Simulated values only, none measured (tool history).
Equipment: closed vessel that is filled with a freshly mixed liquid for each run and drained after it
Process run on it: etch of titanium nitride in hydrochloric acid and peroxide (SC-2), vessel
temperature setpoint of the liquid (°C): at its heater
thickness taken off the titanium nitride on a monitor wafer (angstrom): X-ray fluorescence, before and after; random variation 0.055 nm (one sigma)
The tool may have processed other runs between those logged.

run,hour,temperature setpoint of the liquid (°C),parts of water to one part each of 37 % hydrochloric acid and 30 % peroxide (parts by volume),time in the liquid (s),thickness taken off the titanium nitride on a monitor wafer (angstrom)
1,0,56,6,30,25.573
2,8.6,63,6,30,40.139
3,15,67,6,30,50.852
4,16.8,71,6,30,65.336
5,22.1,71,4.5,30,79.804
6,24.1,71,4.5,30,79.13
7,28.7,69.5,4.5,30,72.198
8,30.3,68.5,4.5,30,68.021
9,37.3,67.5,4.5,30,64.973
10,41.4,67,4.5,30,63.098
11,47.8,66.5,4.5,30,59.5

Run 12 is up next; what results do you expect?
# hour 55.7: thermometer replaced
12,55.7,66,4.5,30,?

Logged for run 12: thickness taken off the titanium nitride on a monitor wafer (angstrom) 53.397.
